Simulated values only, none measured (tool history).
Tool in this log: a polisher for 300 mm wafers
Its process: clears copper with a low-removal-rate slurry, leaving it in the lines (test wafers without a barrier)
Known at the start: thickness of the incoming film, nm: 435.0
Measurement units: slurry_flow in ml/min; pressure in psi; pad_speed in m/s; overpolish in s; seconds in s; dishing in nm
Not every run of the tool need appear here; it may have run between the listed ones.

{"run": 1, "hour": 0.0, "slurry_flow": 180, "pressure": 2.4, "pad_speed": 1.22, "slurry_solids": 1, "overpolish": 16, "seconds": 131.48, "dishing": 36.921}
{"run": 2, "hour": 7.3, "slurry_flow": 180, "pressure": 2.4, "pad_speed": 1.22, "slurry_solids": 0.8, "overpolish": 16, "seconds": 136.34, "dishing": 36.884}
{"run": 3, "hour": 13.7, "slurry_flow": 180, "pressure": 2.4, "pad_speed": 1.36, "slurry_solids": 0.8, "overpolish": 16, "seconds": 123.93, "dishing": 40.225}
{"run": 4, "hour": 15.5, "slurry_flow": 180, "pressure": 2.4, "pad_speed": 1.36, "slurry_solids": 0.8, "overpolish": 23, "seconds": 127.32, "dishing": 53.02}
{"run": 5, "hour": 19.5, "slurry_flow": 185, "pressure": 2.1, "pad_speed": 1.34, "slurry_solids": 0.8, "overpolish": 20, "seconds": 142.55, "dishing": 42.23}
{"run": 6, "hour": 22.0, "slurry_flow": 185, "pressure": 2.1, "pad_speed": 1.34, "slurry_solids": 0.8, "overpolish": 25, "seconds": 146.49, "dishing": 50.759}
{"run": 7, "hour": 25.2, "slurry_flow": 190, "pressure": 1.9, "pad_speed": 1.32, "slurry_solids": 0.8, "overpolish": 22, "seconds": 158.46, "dishing": 41.016}
{"run": 8, "hour": 29.5, "slurry_flow": 195, "pressure": 1.7, "pad_speed": 1.3, "slurry_solids": 0.8, "overpolish": 20, "seconds": 180.51, "dishing": 33.83}
{"run": 9, "hour": 36.8, "slurry_flow": 195, "pressure": 1.6, "pad_speed": 1.3, "slurry_solids": 0.8, "overpolish": 18, "seconds": 189.12, "dishing": 28.511}
{"run": 10, "hour": 40.5, "slurry_flow": 195, "pressure": 1.5, "pad_speed": 1.3, "slurry_solids": 0.8, "overpolish": 17, "seconds": 204.12, "dishing": 26.447}
{"run": 11, "hour": 47.8, "slurry_flow": 195, "pressure": 1.5, "pad_speed": 1.3, "slurry_solids": 0.8, "overpolish": 16, "seconds": 201.84, "dishing": 24.83}
{"run": 12, "hour": 54.7, "slurry_flow": 195, "pressure": 1.5, "pad_speed": 1.3, "slurry_solids": 0.8, "overpolish": 15, "seconds": 198.16, "dishing": 23.84}
{"run": 13, "hour": 55.6, "slurry_flow": 190, "pressure": 1.3, "pad_speed": 1.3, "slurry_solids": 0.8, "overpolish": 13, "seconds": 231.85, "dishing": 18.421}

Run 14 has not been measured yet. What should we expect?
{"run": 14, "hour": 61.6, "slurry_flow": 200, "pressure": 1.3, "pad_speed": 1.3, "slurry_solids": 0.8, "overpolish": 13, "seconds": "?", "dishing": "?"}

{"run 14": {"seconds": 229.26, "dishing": 18.215}}
